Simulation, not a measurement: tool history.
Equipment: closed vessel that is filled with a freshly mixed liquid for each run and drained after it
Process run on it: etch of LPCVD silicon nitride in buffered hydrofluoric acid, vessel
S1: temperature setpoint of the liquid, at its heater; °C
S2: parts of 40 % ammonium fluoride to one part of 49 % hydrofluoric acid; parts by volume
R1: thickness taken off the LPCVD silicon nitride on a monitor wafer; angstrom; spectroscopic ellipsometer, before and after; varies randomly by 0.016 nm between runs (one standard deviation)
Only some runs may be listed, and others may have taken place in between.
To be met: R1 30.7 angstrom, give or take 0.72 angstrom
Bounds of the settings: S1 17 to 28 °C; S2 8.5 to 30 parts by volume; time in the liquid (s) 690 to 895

Run 1, day 0: S1 20 °C, S2 23.5 parts by volume, time in the liquid (s) 895. Result: R1 42.345 angstrom.
Run 2, day 0.192: S1 23.5 °C, S2 23.5 parts by volume, time in the liquid (s) 895. Result: R1 51.644 angstrom.
Run 3, day 0.554: S1 26.5 °C, S2 23.5 parts by volume, time in the liquid (s) 895. Result: R1 60.837 angstrom.
Run 4, day 0.762: S1 28 °C, S2 23.5 parts by volume, time in the liquid (s) 895. Result: R1 65.763 angstrom.
Run 5, day 0.879: S1 25 °C, S2 25.5 parts by volume, time in the liquid (s) 890. Result: R1 52.346 angstrom.
Run 6, day 1.183: S1 22.5 °C, S2 26.5 parts by volume, time in the liquid (s) 890. Result: R1 44.612 angstrom.
Run 7, day 1.538: S1 21 °C, S2 27.5 parts by volume, time in the liquid (s) 890. Result: R1 39.844 angstrom.
At day 1.883: thermometer replaced.
Run 8, day 1.883: S1 17 °C, S2 29.5 parts by volume, time in the liquid (s) 885. Result: R1 27.541 angstrom.
Run 9, day 2.142: S1 17.5 °C, S2 29.5 parts by volume, time in the liquid (s) 885. Result: R1 28.611 angstrom.
Run 10, day 2.221: S1 18 °C, S2 29.5 parts by volume, time in the liquid (s) 885. Result: R1 29.227 angstrom.

Pick the move, out of 4, that brings all results within their allowed miss; only one does.
Run A, day 2.3: S1 19 °C, S2 27 parts by volume, time in the liquid (s) 710. Result: R1 ?.
Run B, day 2.3: S1 18 °C, S2 29.5 parts by volume, time in the liquid (s) 815. Result: R1 ?.
Run C, day 2.3: S1 19 °C, S2 27.5 parts by volume, time in the liquid (s) 845. Result: R1 ?.
Run D, day 2.3: S1 19.5 °C, S2 30 parts by volume, time in the liquid (s) 765. Result: R1 ?.

move      R1
   A  26.187
   B  26.709
   C  30.773
   D  26.985
A: lands further from the targets than the last run did
B: lands further from the targets than the last run did
C: every result lands within tolerance
D: lands further from the targets than the last run did
The right move is C.
